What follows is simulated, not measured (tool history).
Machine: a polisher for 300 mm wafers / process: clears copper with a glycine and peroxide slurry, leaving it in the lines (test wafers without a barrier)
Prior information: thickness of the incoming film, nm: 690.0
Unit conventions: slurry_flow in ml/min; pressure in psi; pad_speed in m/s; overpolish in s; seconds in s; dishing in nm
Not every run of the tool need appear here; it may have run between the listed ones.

run,day,slurry_flow,pressure,pad_speed,overpolish,seconds,dishing
1,0.000,255,2.3,0.96,18,136.11,20.923
2,0.188,245,2.0,0.94,15,153.43,20.675
3,0.217,190,2.0,0.94,15,157.75,20.769
4,0.496,190,2.0,1.06,15,145.74,20.950
5,0.658,190,2.3,1.06,15,128.55,21.012
6,0.933,225,2.0,1.00,13,149.91,19.849
7,1.267,230,1.4,0.84,8,214.24,13.343
8,1.329,220,1.4,0.82,11,219.58,16.227
9,1.354,215,1.4,0.82,12,220.66,16.771
10,1.500,210,1.4,0.82,12,225.24,17.212
11,1.704,205,1.4,0.82,12,221.42,16.837
12,1.958,200,1.4,0.82,12,225.28,16.647
13,2.258,195,1.4,0.82,12,223.80,17.136

What does the tool deliver on the next run?
14,2.308,190,1.4,0.82,12,?,?

seconds: 226.43 s
dishing: 16.959 nm
